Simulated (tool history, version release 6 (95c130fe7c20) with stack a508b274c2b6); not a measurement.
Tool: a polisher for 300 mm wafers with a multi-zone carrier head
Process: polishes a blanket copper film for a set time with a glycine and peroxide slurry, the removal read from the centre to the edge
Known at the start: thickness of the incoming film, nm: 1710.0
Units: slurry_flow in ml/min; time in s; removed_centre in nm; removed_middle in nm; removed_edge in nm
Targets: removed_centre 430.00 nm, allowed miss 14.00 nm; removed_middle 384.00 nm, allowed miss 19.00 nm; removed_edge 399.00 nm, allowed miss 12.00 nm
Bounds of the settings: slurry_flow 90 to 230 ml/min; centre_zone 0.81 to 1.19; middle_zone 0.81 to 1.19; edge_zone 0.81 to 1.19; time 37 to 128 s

Run 1, hour 0.0: slurry_flow 150 ml/min, centre_zone 1.00, middle_zone 1.00, edge_zone 1.00, time 82 s. Result: removed_centre 326.11 nm, removed_middle 349.78 nm, removed_edge 369.03 nm.
Run 2, hour 1.1: slurry_flow 120 ml/min, centre_zone 1.00, middle_zone 1.00, edge_zone 1.00, time 82 s. Result: removed_centre 297.54 nm, removed_middle 349.84 nm, removed_edge 353.28 nm.
Run 3, hour 6.9: slurry_flow 130 ml/min, centre_zone 1.01, middle_zone 1.01, edge_zone 1.00, time 82 s. Result: removed_centre 312.94 nm, removed_middle 360.24 nm, removed_edge 362.05 nm.
Run 4, hour 15.1: slurry_flow 145 ml/min, centre_zone 1.01, middle_zone 1.01, edge_zone 1.00, time 82 s. Result: removed_centre 322.56 nm, removed_middle 358.82 nm, removed_edge 362.01 nm.
Run 5, hour 21.4: slurry_flow 155 ml/min, centre_zone 1.02, middle_zone 1.01, edge_zone 1.01, time 82 s. Result: removed_centre 329.59 nm, removed_middle 372.44 nm, removed_edge 369.57 nm.
Run 6, hour 27.6: slurry_flow 155 ml/min, centre_zone 1.10, middle_zone 1.01, edge_zone 1.01, time 82 s. Result: removed_centre 355.07 nm, removed_middle 369.67 nm, removed_edge 371.76 nm.
Run 7, hour 28.1: slurry_flow 165 ml/min, centre_zone 1.11, middle_zone 1.01, edge_zone 1.01, time 82 s. Result: removed_centre 365.23 nm, removed_middle 362.24 nm, removed_edge 372.67 nm.
Run 8, hour 32.6: slurry_flow 205 ml/min, centre_zone 1.19, middle_zone 1.07, edge_zone 1.06, time 85 s. Result: removed_centre 414.76 nm, removed_middle 414.18 nm, removed_edge 412.45 nm.
At hour 40.8: centre zone pressure recalibrated.
Run 9, hour 40.8: slurry_flow 205 ml/min, centre_zone 1.19, middle_zone 1.06, edge_zone 1.05, time 85 s. Result: removed_centre 473.25 nm, removed_middle 412.73 nm, removed_edge 407.36 nm.
Run 10, hour 41.4: slurry_flow 200 ml/min, centre_zone 1.19, middle_zone 1.06, edge_zone 1.05, time 85 s. Result: removed_centre 466.30 nm, removed_middle 414.03 nm, removed_edge 402.68 nm.
Run 11, hour 47.4: slurry_flow 195 ml/min, centre_zone 1.19, middle_zone 1.05, edge_zone 1.05, time 85 s. Result: removed_centre 472.63 nm, removed_middle 401.44 nm, removed_edge 393.36 nm.
Run 12, hour 50.6: slurry_flow 195 ml/min, centre_zone 1.18, middle_zone 1.05, edge_zone 1.06, time 85 s. Result: removed_centre 462.58 nm, removed_middle 406.58 nm, removed_edge 404.05 nm.
Run 13, hour 56.2: slurry_flow 195 ml/min, centre_zone 1.17, middle_zone 1.04, edge_zone 1.06, time 85 s. Result: removed_centre 461.58 nm, removed_middle 398.17 nm, removed_edge 406.34 nm.
Run 14, hour 57.2: slurry_flow 190 ml/min, centre_zone 1.17, middle_zone 1.04, edge_zone 1.06, time 85 s. Result: removed_centre 460.78 nm, removed_middle 396.16 nm, removed_edge 401.84 nm.

Which of these 4 next moves meets every target?
Run A, hour 58.2: slurry_flow 200 ml/min, centre_zone 1.11, middle_zone 1.13, edge_zone 1.00, time 85 s. Result: removed_centre ?, removed_middle ?, removed_edge ?.
Run B, hour 58.2: slurry_flow 195 ml/min, centre_zone 1.11, middle_zone 1.00, edge_zone 1.08, time 83 s. Result: removed_centre ?, removed_middle ?, removed_edge ?.
Run C, hour 58.2: slurry_flow 195 ml/min, centre_zone 1.18, middle_zone 1.08, edge_zone 1.09, time 84 s. Result: removed_centre ?, removed_middle ?, removed_edge ?.
Run D, hour 58.2: slurry_flow 185 ml/min, centre_zone 1.19, middle_zone 1.11, edge_zone 1.00, time 84 s. Result: removed_centre ?, removed_middle ?, removed_edge ?.

move  removed_centre  removed_middle  removed_edge
   A          445.53          437.06        389.13
   B          432.82          387.91        394.11
   C          466.08          415.57        400.33
   D          465.72          420.72        381.16
A: further off than the last run
B: meets every target
C: further off than the last run
D: further off than the last run
Answer: B
